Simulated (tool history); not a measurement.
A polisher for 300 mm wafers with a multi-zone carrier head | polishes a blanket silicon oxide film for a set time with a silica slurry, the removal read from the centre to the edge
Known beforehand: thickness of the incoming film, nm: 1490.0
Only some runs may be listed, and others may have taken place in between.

run	hour	flow of slurry (ml/min)	pressure of the head's centre zone	pressure of the head's middle zone	pressure of the head's edge zone	abrasive content of the slurry	polishing time (s)	film removed at the wafer's centre (Å)	film removed at mid-radius (Å)	film removed at the wafer's edge (Å)
1	0	210	1	1	1	1	82	1792.5	1830.4	1788.3
2	4.9	205	0.98	0.98	1	0.95	82	1722.5	1763.4	1794.7
3	9.8	205	0.98	0.98	0.95	0.95	82	1679.1	1763.8	1742.6
4	16.7	205	0.98	0.98	0.95	0.95	101	2054.4	2132	2160.6
5	23.1	205	0.98	0.98	0.95	0.75	101	1938.4	1938.2	1970.1
# hour 25.6: slurry nozzle cleaned
6	25.6	245	0.98	0.98	0.95	0.75	101	2251.3	2277.9	2158.5
7	31.3	230	0.97	0.97	0.94	0.7	100	2081.6	2159	2097.2

Run 8 comes next. What will it give?
8	37.6	215	0.97	0.96	0.94	0.7	98	?	?	?

film removed at the wafer's centre (Å): 2047.8
film removed at mid-radius (Å): 2117.8
film removed at the wafer's edge (Å): 2011
